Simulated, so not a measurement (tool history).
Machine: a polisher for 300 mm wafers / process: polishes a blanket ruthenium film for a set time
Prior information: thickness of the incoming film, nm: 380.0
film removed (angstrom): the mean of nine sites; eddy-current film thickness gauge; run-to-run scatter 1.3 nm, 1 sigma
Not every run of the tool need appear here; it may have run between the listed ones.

run	day	flow of slurry (ml/min)	pressure of the wafer on the pad (kPa)	speed of the pad under the wafer (m/s)	polishing time (s)	film removed (angstrom)
1	0	315	13.8	1.24	81	891.75
2	0.133	315	14.5	1.24	81	926.99
3	0.333	340	14.5	1.24	81	958.1
4	0.496	350	15.2	1.24	81	970.64
5	0.646	350	15.9	1.24	81	1022.2
6	0.929	425	15.9	1.24	81	1041.9
7	1.079	425	16.5	1.24	81	1100.9

Run 8 comes next. What will it give?
8	1.142	425	17.2	1.24	81	?

Logged for run 8: film removed (angstrom) 1144.9.
